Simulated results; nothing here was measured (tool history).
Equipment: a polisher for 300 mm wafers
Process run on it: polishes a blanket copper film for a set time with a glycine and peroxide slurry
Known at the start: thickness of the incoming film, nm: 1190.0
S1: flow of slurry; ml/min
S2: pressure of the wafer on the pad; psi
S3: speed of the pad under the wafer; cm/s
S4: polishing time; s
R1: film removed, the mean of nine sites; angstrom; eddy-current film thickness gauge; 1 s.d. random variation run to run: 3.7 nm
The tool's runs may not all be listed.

run	hour	S1	S2	S3	S4	R1
1	0	125	3	76	80	3582.7
2	8	145	3	76	80	3686.4
3	10.5	145	2.9	76	80	3614
4	16.9	145	2.9	76	80	3538.1
5	24.4	145	2.8	76	80	3495.8
6	33.3	145	2.8	76	84	3667.1

Run 7 comes next. What will it give?
7	36.4	145	2.7	76	84	?

Run 7 produced R1 3500.1 angstrom.

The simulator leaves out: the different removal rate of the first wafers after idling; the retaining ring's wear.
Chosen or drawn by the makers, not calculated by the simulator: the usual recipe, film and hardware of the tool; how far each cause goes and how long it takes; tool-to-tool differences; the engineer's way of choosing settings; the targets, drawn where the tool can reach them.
